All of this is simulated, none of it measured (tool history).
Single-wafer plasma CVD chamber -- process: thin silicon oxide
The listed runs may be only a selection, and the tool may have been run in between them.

run,day,heater temperature setpoint (deg C),chamber pressure (mTorr),RF power (kW),deposition time (s),mean film thickness on the monitor wafer (nm)
1,0.000,375,645,0.295,3.23,4.9223
2,0.217,375,659,0.295,3.23,5.0254
3,0.246,384,659,0.295,3.23,4.9962
4,0.312,378,659,0.295,3.23,5.0296
5,0.675,388,659,0.295,3.23,4.9824
6,1.021,388,671,0.295,3.23,5.0720

Run 7 comes next. What will it give?
7,1.071,388,681,0.295,3.23,?

{"run 7": {"mean film thickness on the monitor wafer (nm)": 5.1508}}
